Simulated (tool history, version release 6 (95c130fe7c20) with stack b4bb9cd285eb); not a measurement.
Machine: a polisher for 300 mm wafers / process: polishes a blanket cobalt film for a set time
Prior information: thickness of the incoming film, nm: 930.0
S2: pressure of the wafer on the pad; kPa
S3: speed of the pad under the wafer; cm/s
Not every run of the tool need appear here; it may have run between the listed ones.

{"run": 1, "day": 0.0, "flow of slurry (ml/min)": 160, "S2": 11.0, "S3": 76, "polishing time (s)": 24, "film removed (angstrom)": 634.65}
{"run": 2, "day": 0.1, "flow of slurry (ml/min)": 160, "S2": 10.3, "S3": 74, "polishing time (s)": 24, "film removed (angstrom)": 587.3}
{"run": 3, "day": 0.475, "flow of slurry (ml/min)": 175, "S2": 10.3, "S3": 74, "polishing time (s)": 24, "film removed (angstrom)": 602.76}
{"run": 4, "day": 0.596, "flow of slurry (ml/min)": 175, "S2": 10.3, "S3": 66, "polishing time (s)": 24, "film removed (angstrom)": 535.54}
{"run": 5, "day": 0.621, "flow of slurry (ml/min)": 175, "S2": 10.3, "S3": 80, "polishing time (s)": 24, "film removed (angstrom)": 640.1}
{"run": 6, "day": 0.762, "flow of slurry (ml/min)": 215, "S2": 10.3, "S3": 80, "polishing time (s)": 24, "film removed (angstrom)": 675.41}
{"run": 7, "day": 1.008, "flow of slurry (ml/min)": 210, "S2": 9.7, "S3": 76, "polishing time (s)": 24, "film removed (angstrom)": 593.11}
{"run": 8, "day": 1.254, "flow of slurry (ml/min)": 210, "S2": 9.0, "S3": 72, "polishing time (s)": 24, "film removed (angstrom)": 520.1}

Run 9, settings as shown, results not yet in. Your forecast:
{"run": 9, "day": 1.533, "flow of slurry (ml/min)": 210, "S2": 8.3, "S3": 70, "polishing time (s)": 24, "film removed (angstrom)": "?"}

film removed (angstrom): 473.32

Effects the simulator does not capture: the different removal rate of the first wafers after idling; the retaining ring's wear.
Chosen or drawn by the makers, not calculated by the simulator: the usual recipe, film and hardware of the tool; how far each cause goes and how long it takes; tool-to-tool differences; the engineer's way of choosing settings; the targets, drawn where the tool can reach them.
